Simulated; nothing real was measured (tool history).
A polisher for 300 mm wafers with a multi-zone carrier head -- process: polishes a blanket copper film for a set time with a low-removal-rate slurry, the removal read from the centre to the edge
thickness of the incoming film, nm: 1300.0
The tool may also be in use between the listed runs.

run  hour  flow of slurry (ml/min)  pressure of the head's centre zone  pressure of the head's middle zone  pressure of the head's edge zone  abrasive content of the slurry  polishing time (s)  film removed at the wafer's centre (Å)  film removed at mid-radius (Å)  film removed at the wafer's edge (Å)
  1     0                      210                                   1                                   1                                 1                               1                  66                                    1851                          1853.9                                1827.4
  2   2.9                      210                                   1                                   1                                 1                               1                  73                                  2063.3                            2081                                2022.4
  3   4.7                      210                                0.92                                   1                                 1                               1                  73                                  1876.1                          2052.9                                2038.9
  4   7.8                      205                                0.93                                0.98                                 1                            0.95                  71                                  1814.3                          1933.7                                1962.4
  5  12.3                      205                                0.87                                0.98                                 1                            0.95                  71                                  1719.3                          1960.4                                1930.3
  6  16.4                      200                                0.88                                0.96                                 1                             0.9                  69                                  1656.5                          1842.7                                1899.6
  7  16.9                      200                                 0.9                                0.94                              0.99                            0.85                  67                                    1610                          1747.5                                1812.1
  8  22.9                      195                                0.92                                0.93                              0.99                             0.8                  65                                    1583                          1646.9                                1726.9
  9  24.6                      190                                0.93                                0.92                              0.99                            0.75                  64                                  1546.6                          1571.1                                1671.4
 10  32.3                      185                                0.94                                0.91                              0.99                             0.7                  63                                  1531.5                          1507.9                                1617.6
 11  38.8                      180                                0.94                                 0.9                              0.99                             0.7                  62                                  1482.1                          1471.6                                1591.4
 12  47.5                      175                                0.95                                0.89                              0.99                             0.7                  61                                  1480.7                          1418.4                                1553.3
 13  52.1                      170                                0.95                                0.88                              0.99                             0.7                  61                                  1462.3                          1407.4                                1534.3
 14  55.5                      165                                0.96                                0.87                              0.99                             0.7                  61                                  1444.5                          1387.5                                1558.9
 15  56.7                      160                                0.97                                0.86                              0.99                             0.7                  61                                  1468.8                          1356.7                                1541.6
 16  60.6                      155                                0.97                                0.85                              0.99                             0.7                  61                                  1479.9                            1333                                1520.4
 17    68                      150                                0.97                                0.85                              0.99                             0.7                  61                                  1419.3                          1315.8                                1538.1
 18  75.8                      150                                0.97                                0.85                              0.98                             0.7                  61                                  1451.9                          1336.8                                1507.7
 19  81.4                      135                                1.01                                0.81                              0.98                             0.5                  56                                  1273.7                          1086.2                                1281.4
 20  88.1                      140                                1.01                                0.81                              0.98                             0.5                  56                                  1298.4                          1085.5                                1291.1
 21  88.8                      145                                1.01                                0.81                              0.98                             0.5                  56                                  1280.3                          1102.8                                  1296

Run 22 is up next; what results do you expect?
 22  94.7                      190                                1.05                                0.83                              1.03                            0.55                  56                                       ?                               ?                                     ?

{"run 22": {"film removed at the wafer's centre (Å)": 1434.4, "film removed at mid-radius (Å)": 1203.6, "film removed at the wafer's edge (Å)": 1406.1}}

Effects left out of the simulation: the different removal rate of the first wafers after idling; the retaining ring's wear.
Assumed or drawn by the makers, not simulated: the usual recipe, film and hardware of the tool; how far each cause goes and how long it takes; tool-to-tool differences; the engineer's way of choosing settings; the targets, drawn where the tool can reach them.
